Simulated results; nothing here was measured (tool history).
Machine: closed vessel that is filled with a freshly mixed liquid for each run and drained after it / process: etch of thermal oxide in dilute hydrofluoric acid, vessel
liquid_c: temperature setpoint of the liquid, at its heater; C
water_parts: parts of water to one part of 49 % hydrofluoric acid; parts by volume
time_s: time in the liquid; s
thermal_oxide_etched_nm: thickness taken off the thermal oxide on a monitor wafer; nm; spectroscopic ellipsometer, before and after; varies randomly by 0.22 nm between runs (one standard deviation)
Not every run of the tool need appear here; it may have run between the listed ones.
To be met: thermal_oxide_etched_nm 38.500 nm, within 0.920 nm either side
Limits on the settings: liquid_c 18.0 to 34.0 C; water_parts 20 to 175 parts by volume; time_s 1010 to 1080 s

run 1 hour=0.0 | liquid_c=26.0 water_parts=95 time_s=1010 | thermal_oxide_etched_nm=54.381
run 2 hour=2.1 | liquid_c=25.0 water_parts=95 time_s=1010 | thermal_oxide_etched_nm=52.457
run 3 hour=7.8 | liquid_c=28.0 water_parts=95 time_s=1010 | thermal_oxide_etched_nm=59.256
run 4 hour=10.7 | liquid_c=27.0 water_parts=95 time_s=1010 | thermal_oxide_etched_nm=57.510
run 5 hour=16.6 | liquid_c=27.0 water_parts=95 time_s=1080 | thermal_oxide_etched_nm=60.343
run 6 hour=22.4 | liquid_c=30.0 water_parts=95 time_s=1080 | thermal_oxide_etched_nm=68.453
run 7 hour=31.1 | liquid_c=30.0 water_parts=95 time_s=1080 | thermal_oxide_etched_nm=67.333
run 8 hour=33.7 | liquid_c=29.0 water_parts=95 time_s=1080 | thermal_oxide_etched_nm=66.211
run 9 hour=37.0 | liquid_c=28.0 water_parts=95 time_s=1080 | thermal_oxide_etched_nm=63.325
run 10 hour=39.0 | liquid_c=24.0 water_parts=105 time_s=1080 | thermal_oxide_etched_nm=48.088
run 11 hour=43.5 | liquid_c=23.5 water_parts=105 time_s=1080 | thermal_oxide_etched_nm=47.460
run 12 hour=49.7 | liquid_c=23.0 water_parts=105 time_s=1080 | thermal_oxide_etched_nm=46.368

Which one of the following 5 next-run settings gets every result inside its allowed miss? There is exactly one.
run A hour=55.9 | liquid_c=21.0 water_parts=110 time_s=1080 | thermal_oxide_etched_nm=?
run B hour=55.9 | liquid_c=20.0 water_parts=105 time_s=1010 | thermal_oxide_etched_nm=?
run C hour=55.9 | liquid_c=21.0 water_parts=105 time_s=1030 | thermal_oxide_etched_nm=?
run D hour=55.9 | liquid_c=22.5 water_parts=120 time_s=1010 | thermal_oxide_etched_nm=?
run E hour=55.9 | liquid_c=28.0 water_parts=130 time_s=1010 | thermal_oxide_etched_nm=?

move=A thermal_oxide_etched_nm=40.586
move=B thermal_oxide_etched_nm=38.391
move=C thermal_oxide_etched_nm=40.780
move=D thermal_oxide_etched_nm=36.527
move=E thermal_oxide_etched_nm=41.151
A: an improvement on the last run, though not all results are within tolerance
B: each result inside its tolerance
C: an improvement on the last run, though not all results are within tolerance
D: moves the result that the last run missed by most past its target, out the other side
E: an improvement on the last run, though not all results are within tolerance
The right move is B.
